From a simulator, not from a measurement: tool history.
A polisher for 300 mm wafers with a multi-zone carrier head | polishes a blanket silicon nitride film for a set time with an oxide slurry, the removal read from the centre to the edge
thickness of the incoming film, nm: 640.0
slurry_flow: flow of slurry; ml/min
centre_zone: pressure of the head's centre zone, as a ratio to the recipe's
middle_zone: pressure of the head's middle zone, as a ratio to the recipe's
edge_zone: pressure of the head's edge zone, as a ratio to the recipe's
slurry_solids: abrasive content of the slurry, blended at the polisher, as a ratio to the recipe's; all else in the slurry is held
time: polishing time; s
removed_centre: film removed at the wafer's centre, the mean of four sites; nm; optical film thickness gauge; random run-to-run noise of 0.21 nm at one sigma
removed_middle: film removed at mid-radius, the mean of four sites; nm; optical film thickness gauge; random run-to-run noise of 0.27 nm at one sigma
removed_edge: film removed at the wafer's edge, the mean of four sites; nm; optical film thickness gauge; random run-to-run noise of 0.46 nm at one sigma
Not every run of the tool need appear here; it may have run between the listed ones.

Run 1, day 0.000: slurry_flow 225 ml/min, centre_zone 1.00, middle_zone 1.00, edge_zone 1.00, slurry_solids 1.00, time 84 s. Result: removed_centre 29.969 nm, removed_middle 29.531 nm, removed_edge 29.696 nm.
Run 2, day 0.217: slurry_flow 235 ml/min, centre_zone 1.01, middle_zone 0.98, edge_zone 1.05, slurry_solids 1.00, time 84 s. Result: removed_centre 30.890 nm, removed_middle 29.811 nm, removed_edge 31.364 nm.
Run 3, day 0.325: slurry_flow 235 ml/min, centre_zone 1.01, middle_zone 0.98, edge_zone 1.05, slurry_solids 0.90, time 84 s. Result: removed_centre 29.578 nm, removed_middle 28.626 nm, removed_edge 29.509 nm.
Run 4, day 0.496: slurry_flow 250 ml/min, centre_zone 1.02, middle_zone 0.96, edge_zone 1.09, slurry_solids 0.90, time 84 s. Result: removed_centre 30.189 nm, removed_middle 28.384 nm, removed_edge 31.611 nm.
Run 5, day 0.767: slurry_flow 265 ml/min, centre_zone 1.03, middle_zone 0.96, edge_zone 1.10, slurry_solids 0.90, time 84 s. Result: removed_centre 30.426 nm, removed_middle 28.297 nm, removed_edge 31.359 nm.
Run 6, day 1.058: slurry_flow 265 ml/min, centre_zone 1.04, middle_zone 0.96, edge_zone 1.12, slurry_solids 0.90, time 84 s. Result: removed_centre 30.823 nm, removed_middle 28.393 nm, removed_edge 31.098 nm.

Forecast run 7:
Run 7, day 1.388: slurry_flow 270 ml/min, centre_zone 1.04, middle_zone 0.95, edge_zone 1.14, slurry_solids 0.95, time 84 s. Result: removed_centre ?, removed_middle ?, removed_edge ?.

removed_centre: 31.729 nm
removed_middle: 28.963 nm
removed_edge: 32.847 nm

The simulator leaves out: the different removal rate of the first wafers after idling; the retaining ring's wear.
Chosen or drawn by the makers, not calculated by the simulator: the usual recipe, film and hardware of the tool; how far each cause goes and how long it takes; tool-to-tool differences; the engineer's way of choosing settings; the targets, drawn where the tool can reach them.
